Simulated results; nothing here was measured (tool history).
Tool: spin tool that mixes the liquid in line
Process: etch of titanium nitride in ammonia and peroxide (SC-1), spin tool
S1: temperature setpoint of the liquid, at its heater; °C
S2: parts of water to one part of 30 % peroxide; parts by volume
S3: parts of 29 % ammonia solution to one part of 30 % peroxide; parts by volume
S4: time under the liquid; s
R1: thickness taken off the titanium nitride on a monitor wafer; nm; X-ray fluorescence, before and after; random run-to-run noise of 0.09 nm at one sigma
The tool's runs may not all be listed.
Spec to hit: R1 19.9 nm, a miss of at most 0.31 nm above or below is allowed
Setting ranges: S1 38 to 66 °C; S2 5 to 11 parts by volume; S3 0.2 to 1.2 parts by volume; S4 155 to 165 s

run 1 day=0 | S1=50 S2=6 S3=0.7 S4=155 | R1=12.43
run 2 day=0.329 | S1=44.5 S2=6 S3=0.7 S4=155 | R1=8.4064
run 3 day=0.567 | S1=47.5 S2=6 S3=0.7 S4=155 | R1=10.448
run 4 day=0.7 | S1=49.5 S2=6 S3=0.7 S4=155 | R1=11.891
run 5 day=0.896 | S1=49.5 S2=6 S3=0.95 S4=155 | R1=12.426
run 6 day=0.946 | S1=51 S2=6 S3=0.95 S4=155 | R1=13.816
run 7 day=1.262 | S1=52 S2=6 S3=0.95 S4=155 | R1=14.735
run 8 day=1.296 | S1=57 S2=6 S3=0.95 S4=155 | R1=20.753

Next run, 5 choices. One meets every target within its allowed miss, the rest don't. Which?
run A day=1.329 | S1=57 S2=7.5 S3=0.9 S4=165 | R1=?
run B day=1.329 | S1=58 S2=7.5 S3=1.05 S4=165 | R1=?
run C day=1.329 | S1=57 S2=7.5 S3=0.8 S4=165 | R1=?
run D day=1.329 | S1=57 S2=5.5 S3=0.95 S4=155 | R1=?
run E day=1.329 | S1=58.5 S2=6.5 S3=0.95 S4=155 | R1=?

move=A R1=19.697
move=B R1=21.506
move=C R1=19.362
move=D R1=21.504
move=E R1=22.029
A: all results in spec
B: its largest miss is bigger than the last run's
C: moves the result that the last run missed by most past its target, out the other side
D: its largest miss is bigger than the last run's
E: its largest miss is bigger than the last run's
So the answer is move A, the one that meets all the targets.

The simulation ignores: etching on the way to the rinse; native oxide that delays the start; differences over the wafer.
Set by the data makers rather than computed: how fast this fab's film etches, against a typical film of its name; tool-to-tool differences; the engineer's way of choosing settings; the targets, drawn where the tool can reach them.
